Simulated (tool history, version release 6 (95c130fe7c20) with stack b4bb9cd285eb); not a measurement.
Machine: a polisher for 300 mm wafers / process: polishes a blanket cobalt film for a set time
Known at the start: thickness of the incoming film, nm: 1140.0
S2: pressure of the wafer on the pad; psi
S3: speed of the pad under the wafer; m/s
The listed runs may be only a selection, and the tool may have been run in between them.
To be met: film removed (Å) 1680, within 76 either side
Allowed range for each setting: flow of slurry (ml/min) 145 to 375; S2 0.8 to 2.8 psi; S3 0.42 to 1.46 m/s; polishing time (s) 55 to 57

run 1 hour=0 | flow_of_slurry_(ml/min)=240 S2=1.8 S3=0.94 polishing_time_(s)=55 | film_removed_(Å)=2558.4
run 2 hour=6 | flow_of_slurry_(ml/min)=240 S2=1.7 S3=0.94 polishing_time_(s)=55 | film_removed_(Å)=2363.7
run 3 hour=14.5 | flow_of_slurry_(ml/min)=240 S2=1.6 S3=0.94 polishing_time_(s)=55 | film_removed_(Å)=2299.8
run 4 hour=15.7 | flow_of_slurry_(ml/min)=240 S2=2 S3=0.94 polishing_time_(s)=55 | film_removed_(Å)=2764.9
run 5 hour=16.9 | flow_of_slurry_(ml/min)=240 S2=2 S3=0.74 polishing_time_(s)=55 | film_removed_(Å)=2178
-- hour=21.8 head pressure recalibrated
run 6 hour=21.8 | flow_of_slurry_(ml/min)=240 S2=1.9 S3=0.74 polishing_time_(s)=55 | film_removed_(Å)=2220.1
run 7 hour=27.2 | flow_of_slurry_(ml/min)=240 S2=1.9 S3=0.74 polishing_time_(s)=55 | film_removed_(Å)=2224.1
run 8 hour=32.9 | flow_of_slurry_(ml/min)=240 S2=1.9 S3=0.74 polishing_time_(s)=55 | film_removed_(Å)=2260.4

Which one of the following 4 next-run settings gets every result inside its allowed miss? There is exactly one.
run A hour=38.6 | flow_of_slurry_(ml/min)=225 S2=1.5 S3=0.64 polishing_time_(s)=55 | film_removed_(Å)=?
run B hour=38.6 | flow_of_slurry_(ml/min)=225 S2=1.3 S3=0.68 polishing_time_(s)=55 | film_removed_(Å)=?
run C hour=38.6 | flow_of_slurry_(ml/min)=250 S2=1.9 S3=1 polishing_time_(s)=57 | film_removed_(Å)=?
run D hour=38.6 | flow_of_slurry_(ml/min)=145 S2=1.8 S3=0.64 polishing_time_(s)=55 | film_removed_(Å)=?

move=A film_removed_(Å)=1571.7
move=B film_removed_(Å)=1473.4
move=C film_removed_(Å)=3124.4
move=D film_removed_(Å)=1709
A: moves the result that the last run missed by most past its target, out the other side
B: moves the result that the last run missed by most past its target, out the other side
C: the biggest miss grows against the last run
D: each result inside its tolerance
Move D is the one to make.
